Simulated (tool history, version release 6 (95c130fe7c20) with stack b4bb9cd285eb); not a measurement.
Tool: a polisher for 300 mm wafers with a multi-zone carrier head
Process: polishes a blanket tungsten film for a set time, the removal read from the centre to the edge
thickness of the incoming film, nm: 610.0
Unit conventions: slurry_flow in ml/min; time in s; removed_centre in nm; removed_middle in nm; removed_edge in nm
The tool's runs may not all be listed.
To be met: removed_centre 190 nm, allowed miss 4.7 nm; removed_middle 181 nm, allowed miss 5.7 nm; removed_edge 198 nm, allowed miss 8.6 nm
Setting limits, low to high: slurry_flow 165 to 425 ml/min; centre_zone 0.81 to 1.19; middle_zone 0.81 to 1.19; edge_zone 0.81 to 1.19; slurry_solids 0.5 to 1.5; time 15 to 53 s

run,hour,slurry_flow,centre_zone,middle_zone,edge_zone,slurry_solids,time,removed_centre,removed_middle,removed_edge
1,0,275,1,1,1,1,34,207.92,210.9,202.55
2,2.5,275,1,1,1,1,29,178.36,176.45,175.86
3,10.7,280,1,1,1.02,1,29,175.27,179.4,177.16
4,18.6,285,1.01,0.99,1.03,1.05,29,182.64,182.67,177.77
5,21.6,285,1.01,0.99,0.99,1.05,29,178.86,183.82,179.87
6,30,285,1.01,0.97,1,1.1,29,185.79,181.79,183.39
7,35.6,285,1,0.96,1,1.1,29,179.85,181.37,181.85
8,37.7,285,1,0.94,1.01,1.15,29,185.16,179.32,184.81
9,40.4,285,0.99,0.93,1.01,1.2,29,184.68,179.13,183.31
10,45.7,290,0.98,0.92,1.02,1.2,29,184.63,179.53,189.97
11,52.8,295,0.98,0.92,1.02,1.2,29,181.9,180.69,187.01
12,56.6,295,0.98,0.91,1.03,1.2,29,183.2,177.86,187.86

Consider the 5 candidate settings below. Which is the only one whose results all fall within their allowed miss of target?
A,60.4,265,1.11,1.03,1.03,1.2,27,?,?,?
B,60.4,355,0.95,0.86,1.03,1.2,30,?,?,?
C,60.4,290,1,0.96,0.96,1.3,28,?,?,?
D,60.4,325,0.93,0.81,1.08,1.1,30,?,?,?
E,60.4,260,1,0.89,1.04,0.95,30,?,?,?

move,removed_centre,removed_middle,removed_edge
A,187.75,178.89,177.96
B,187.63,178.82,202.28
C,183.52,181.63,183.78
D,178.36,166.02,201.16
E,178.05,166.91,186.29
A: the worst result of the last run now meets its target, but another is out of spec
B: all results land within tolerance of their targets
C: moves away from the targets compared with the last run
D: moves away from the targets compared with the last run
E: moves away from the targets compared with the last run
The move that meets every target is B.
